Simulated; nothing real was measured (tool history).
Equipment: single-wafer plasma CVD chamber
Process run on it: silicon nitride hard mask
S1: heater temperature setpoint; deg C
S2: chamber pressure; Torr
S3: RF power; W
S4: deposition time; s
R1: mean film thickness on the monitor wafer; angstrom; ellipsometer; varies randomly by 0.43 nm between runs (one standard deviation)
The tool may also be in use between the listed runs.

run	hour	S1	S2	S3	S4	R1
1	0.0	420	1.49	340	82.6	1021.6
2	5.7	420	1.49	340	82.6	1014.1
3	8.3	420	1.61	345	82.7	1057.5
4	11.4	420	1.69	350	82.7	1082.4
5	19.1	420	1.69	350	85.1	1119.0
6	20.2	420	1.55	350	85.1	1084.6
7	28.3	420	1.61	355	85.1	1111.6
8	36.5	420	1.65	355	85.1	1113.9
9	40.5	420	1.69	355	85.1	1134.6

For run 10, what comes out?
10	49.4	420	1.71	355	85.1	?

Run 10 measured R1 1132.4 angstrom.
